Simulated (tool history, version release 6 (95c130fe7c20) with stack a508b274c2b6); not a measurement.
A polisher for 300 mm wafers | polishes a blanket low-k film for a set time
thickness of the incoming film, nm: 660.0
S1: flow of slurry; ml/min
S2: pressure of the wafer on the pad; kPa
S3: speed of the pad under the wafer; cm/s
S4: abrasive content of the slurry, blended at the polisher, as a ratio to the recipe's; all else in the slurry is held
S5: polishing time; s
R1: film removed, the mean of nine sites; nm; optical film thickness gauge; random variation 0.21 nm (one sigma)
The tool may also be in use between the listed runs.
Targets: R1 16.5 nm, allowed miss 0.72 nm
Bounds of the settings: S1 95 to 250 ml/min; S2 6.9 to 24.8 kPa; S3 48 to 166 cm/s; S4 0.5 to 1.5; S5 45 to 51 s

{"run": 1, "hour": 0.0, "S1": 160, "S2": 15.9, "S3": 106, "S4": 1, "S5": 51, "R1": 26.324}
{"run": 2, "hour": 1.0, "S1": 160, "S2": 13.8, "S3": 104, "S4": 1, "S5": 51, "R1": 22.939}
{"run": 3, "hour": 9.6, "S1": 160, "S2": 13.8, "S3": 104, "S4": 1, "S5": 51, "R1": 23.048}
{"run": 4, "hour": 16.6, "S1": 160, "S2": 15.9, "S3": 104, "S4": 1, "S5": 51, "R1": 25.959}
{"run": 5, "hour": 22.7, "S1": 160, "S2": 15.9, "S3": 120, "S4": 1, "S5": 51, "R1": 28.662}
{"run": 6, "hour": 31.7, "S1": 160, "S2": 15.9, "S3": 96, "S4": 1, "S5": 51, "R1": 23.968}
{"run": 7, "hour": 37.6, "S1": 160, "S2": 13.8, "S3": 94, "S4": 1, "S5": 51, "R1": 20.899}
{"run": 8, "hour": 41.2, "S1": 160, "S2": 12.4, "S3": 94, "S4": 1, "S5": 51, "R1": 19.15}
{"run": 9, "hour": 44.3, "S1": 160, "S2": 11.7, "S3": 94, "S4": 1, "S5": 51, "R1": 18.555}
{"run": 10, "hour": 53.0, "S1": 160, "S2": 11, "S3": 94, "S4": 1, "S5": 51, "R1": 17.645}

5 next moves are on the table. One of them brings every result within its allowed miss. Which?
{"run": "A", "hour": 61.7, "S1": 165, "S2": 10.3, "S3": 92, "S4": 1.25, "S5": 51, "R1": "?"}
{"run": "B", "hour": 61.7, "S1": 180, "S2": 9, "S3": 98, "S4": 1.15, "S5": 49, "R1": "?"}
{"run": "C", "hour": 61.7, "S1": 190, "S2": 12.4, "S3": 92, "S4": 0.95, "S5": 51, "R1": "?"}
{"run": "D", "hour": 61.7, "S1": 165, "S2": 11, "S3": 98, "S4": 1.1, "S5": 48, "R1": "?"}
{"run": "E", "hour": 61.7, "S1": 180, "S2": 11.7, "S3": 86, "S4": 1.15, "S5": 50, "R1": "?"}

move=A R1=18.549
move=B R1=16.301
move=C R1=18.95
move=D R1=18.147
move=E R1=18.535
A: further off than the last run
B: meets every target
C: further off than the last run
D: further off than the last run
E: further off than the last run
The right move is B.

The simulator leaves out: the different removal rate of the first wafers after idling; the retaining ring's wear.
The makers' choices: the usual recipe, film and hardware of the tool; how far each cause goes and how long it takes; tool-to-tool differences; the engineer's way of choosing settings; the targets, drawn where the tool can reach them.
